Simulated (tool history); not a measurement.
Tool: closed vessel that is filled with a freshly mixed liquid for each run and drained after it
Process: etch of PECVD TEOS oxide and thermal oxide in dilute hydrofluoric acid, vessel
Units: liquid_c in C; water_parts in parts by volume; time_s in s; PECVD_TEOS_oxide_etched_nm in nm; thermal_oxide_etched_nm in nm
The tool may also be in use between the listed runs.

run 1 hour=0.0 | liquid_c=24.0 water_parts=65 time_s=60 | PECVD_TEOS_oxide_etched_nm=10.239 thermal_oxide_etched_nm=4.4191
run 2 hour=8.3 | liquid_c=25.0 water_parts=65 time_s=60 | PECVD_TEOS_oxide_etched_nm=10.763 thermal_oxide_etched_nm=4.5948
run 3 hour=17.5 | liquid_c=25.0 water_parts=65 time_s=75 | PECVD_TEOS_oxide_etched_nm=13.348 thermal_oxide_etched_nm=5.7363
run 4 hour=22.4 | liquid_c=27.5 water_parts=65 time_s=75 | PECVD_TEOS_oxide_etched_nm=14.922 thermal_oxide_etched_nm=6.4388
run 5 hour=30.4 | liquid_c=29.0 water_parts=65 time_s=75 | PECVD_TEOS_oxide_etched_nm=15.503 thermal_oxide_etched_nm=6.7058
run 6 hour=31.5 | liquid_c=29.5 water_parts=65 time_s=75 | PECVD_TEOS_oxide_etched_nm=15.940 thermal_oxide_etched_nm=6.9116
run 7 hour=34.9 | liquid_c=30.0 water_parts=65 time_s=75 | PECVD_TEOS_oxide_etched_nm=16.246 thermal_oxide_etched_nm=7.0471

Forecast run 8:
run 8 hour=40.5 | liquid_c=32.0 water_parts=60 time_s=75 | PECVD_TEOS_oxide_etched_nm=? thermal_oxide_etched_nm=?

PECVD_TEOS_oxide_etched_nm: 19.513 nm
thermal_oxide_etched_nm: 8.3384 nm
